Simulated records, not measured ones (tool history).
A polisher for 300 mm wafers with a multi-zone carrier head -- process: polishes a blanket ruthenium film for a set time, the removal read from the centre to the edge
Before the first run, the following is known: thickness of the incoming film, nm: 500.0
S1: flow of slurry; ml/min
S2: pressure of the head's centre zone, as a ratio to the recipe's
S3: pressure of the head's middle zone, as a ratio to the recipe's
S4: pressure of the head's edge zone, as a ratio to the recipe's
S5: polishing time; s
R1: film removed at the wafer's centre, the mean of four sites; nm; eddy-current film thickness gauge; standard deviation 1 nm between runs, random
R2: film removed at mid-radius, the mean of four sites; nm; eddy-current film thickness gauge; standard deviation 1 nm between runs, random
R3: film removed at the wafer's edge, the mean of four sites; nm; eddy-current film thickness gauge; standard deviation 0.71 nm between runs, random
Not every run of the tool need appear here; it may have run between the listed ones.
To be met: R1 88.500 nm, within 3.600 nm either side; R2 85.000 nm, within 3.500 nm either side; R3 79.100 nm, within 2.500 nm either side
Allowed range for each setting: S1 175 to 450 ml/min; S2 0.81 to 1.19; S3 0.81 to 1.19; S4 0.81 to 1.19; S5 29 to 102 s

run 1 hour=0.0 | S1=290 S2=1.00 S3=1.00 S4=1.00 S5=65 | R1=94.557 R2=100.940 R3=99.698
run 2 hour=1.1 | S1=290 S2=1.00 S3=1.00 S4=1.00 S5=80 | R1=114.760 R2=121.100 R3=120.820
run 3 hour=9.8 | S1=290 S2=1.00 S3=1.06 S4=1.00 S5=80 | R1=114.240 R2=127.220 R3=121.970
run 4 hour=13.5 | S1=290 S2=1.00 S3=1.06 S4=1.08 S5=80 | R1=114.270 R2=128.950 R3=127.240
-- hour=14.0 slurry nozzle cleaned
run 5 hour=14.0 | S1=290 S2=1.01 S3=1.05 S4=1.05 S5=76 | R1=117.250 R2=126.050 R3=124.410
run 6 hour=18.6 | S1=300 S2=1.01 S3=1.04 S4=1.01 S5=72 | R1=108.260 R2=117.950 R3=115.820
run 7 hour=20.4 | S1=280 S2=1.01 S3=1.02 S4=0.98 S5=71 | R1=109.580 R2=114.190 R3=111.610
run 8 hour=22.1 | S1=250 S2=0.99 S3=0.97 S4=0.88 S5=53 | R1=80.526 R2=81.014 R3=79.690
run 9 hour=30.9 | S1=250 S2=1.00 S3=0.98 S4=0.87 S5=53 | R1=79.705 R2=81.925 R3=79.117

5 next moves are on the table. One of them brings every result within its allowed miss. Which?
run A hour=39.7 | S1=245 S2=0.86 S3=1.15 S4=0.88 S5=52 | R1=? R2=? R3=?
run B hour=39.7 | S1=215 S2=0.88 S3=1.03 S4=0.93 S5=53 | R1=? R2=? R3=?
run C hour=39.7 | S1=270 S2=1.06 S3=0.98 S4=0.81 S5=55 | R1=? R2=? R3=?
run D hour=39.7 | S1=175 S2=0.88 S3=0.96 S4=0.92 S5=54 | R1=? R2=? R3=?
run E hour=39.7 | S1=280 S2=0.89 S3=1.01 S4=0.81 S5=54 | R1=? R2=? R3=?

move=A R1=67.267 R2=92.512 R3=76.695
move=B R1=68.635 R2=84.180 R3=79.177
move=C R1=88.948 R2=86.359 R3=79.090
move=D R1=67.042 R2=77.883 R3=78.187
move=E R1=73.586 R2=87.423 R3=77.872
A: further off than the last run
B: further off than the last run
C: hits every target within its allowed miss
D: further off than the last run
E: further off than the last run
C meets every target.

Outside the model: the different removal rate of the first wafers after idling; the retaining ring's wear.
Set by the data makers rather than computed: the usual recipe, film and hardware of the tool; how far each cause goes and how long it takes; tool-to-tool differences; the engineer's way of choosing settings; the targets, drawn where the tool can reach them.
